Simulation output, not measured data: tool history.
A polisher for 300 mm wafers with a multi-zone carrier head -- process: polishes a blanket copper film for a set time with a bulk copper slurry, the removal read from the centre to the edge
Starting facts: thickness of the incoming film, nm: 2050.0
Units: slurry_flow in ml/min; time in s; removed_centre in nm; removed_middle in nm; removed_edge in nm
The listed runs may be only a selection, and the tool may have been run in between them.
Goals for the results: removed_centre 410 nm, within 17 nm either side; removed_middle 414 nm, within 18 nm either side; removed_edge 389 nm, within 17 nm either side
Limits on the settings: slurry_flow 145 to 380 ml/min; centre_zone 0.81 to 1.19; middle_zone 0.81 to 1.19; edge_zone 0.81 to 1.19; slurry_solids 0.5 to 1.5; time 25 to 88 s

run	hour	slurry_flow	centre_zone	middle_zone	edge_zone	slurry_solids	time	removed_centre	removed_middle	removed_edge
1	0	245	1	1	1	1	56	563.01	565.98	582.76
2	8.9	245	1	1	0.98	0.9	53	515.04	521.79	527.42
3	14.7	245	1	1	0.96	0.8	52	496.13	490.94	488.75
4	15.3	245	1	0.94	0.96	0.8	52	500.21	462.09	486.86
5	20.9	245	0.99	0.95	0.94	0.75	52	495.9	460.73	481.41
6	26.2	245	0.99	0.91	0.94	0.75	52	489.42	458.54	483.79
7	30.5	245	0.98	0.93	0.92	0.7	51	452.44	426.53	456
8	35.3	245	0.99	0.96	0.9	0.65	51	447.24	434.35	448.02
9	41.6	245	1	0.98	0.88	0.6	50	422.59	434.06	422.59
10	45.8	245	1.01	0.98	0.87	0.6	50	441.36	432.3	418.91

Consider the 5 candidate settings below. Which is the only one whose results all fall within their allowed miss of target?
A	50	225	1.1	1.13	0.83	0.55	45	?	?	?
B	50	255	1.03	0.98	0.93	0.65	52	?	?	?
C	50	220	1.02	1.04	0.88	0.7	45	?	?	?
D	50	255	0.98	0.91	0.92	0.65	51	?	?	?
E	50	290	1.1	1.04	0.94	0.9	40	?	?	?

move	removed_centre	removed_middle	removed_edge
A	422	406.45	361.22
B	489.49	446.39	462.94
C	425.05	411.99	400.32
D	456.38	411.6	452.96
E	451.73	404.69	399.38
A: gets the furthest-off result to its target, but another result is out of tolerance
B: misses by more than the last run did
C: meets every target
D: misses by more than the last run did
E: misses by more than the last run did
The right move is C.
